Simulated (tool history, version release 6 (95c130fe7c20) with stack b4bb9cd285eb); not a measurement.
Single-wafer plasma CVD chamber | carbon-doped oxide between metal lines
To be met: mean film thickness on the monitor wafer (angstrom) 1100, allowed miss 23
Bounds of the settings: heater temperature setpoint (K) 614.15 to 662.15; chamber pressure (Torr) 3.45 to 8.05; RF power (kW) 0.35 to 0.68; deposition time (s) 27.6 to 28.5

run	day	heater temperature setpoint (K)	chamber pressure (Torr)	RF power (kW)	deposition time (s)	mean film thickness on the monitor wafer (angstrom)
1	0	638.15	5.75	0.515	27.6	1380.4
2	0.338	632.15	5.75	0.515	27.6	1385.1
3	0.408	632.15	5.75	0.555	27.6	1457.4
4	0.696	624.15	5.75	0.555	27.6	1487.7
5	0.917	624.15	6.26	0.555	27.6	1497.6
6	1.25	624.15	6.26	0.555	28.5	1548.8
7	1.554	627.15	6.08	0.525	28.4	1480.5
8	1.679	630.15	5.88	0.495	28.3	1396.9
9	2.05	642.15	4.73	0.415	27.9	1158

5 next moves are on the table. One of them brings every result within its allowed miss. Which?
A	2.421	642.15	5.02	0.455	28.5	?
B	2.421	642.15	4.68	0.445	27.6	?
C	2.421	641.15	4.49	0.42	27.8	?
D	2.421	644.15	5.19	0.39	27.6	?
E	2.421	640.15	4.73	0.44	28.5	?

move	mean film thickness on the monitor wafer (angstrom)
A	1264.8
B	1195.9
C	1153
D	1099.2
E	1233
A: further off than the last run
B: further off than the last run
C: nearer than the last run, and not there yet
D: meets every target
E: further off than the last run
Answer: D

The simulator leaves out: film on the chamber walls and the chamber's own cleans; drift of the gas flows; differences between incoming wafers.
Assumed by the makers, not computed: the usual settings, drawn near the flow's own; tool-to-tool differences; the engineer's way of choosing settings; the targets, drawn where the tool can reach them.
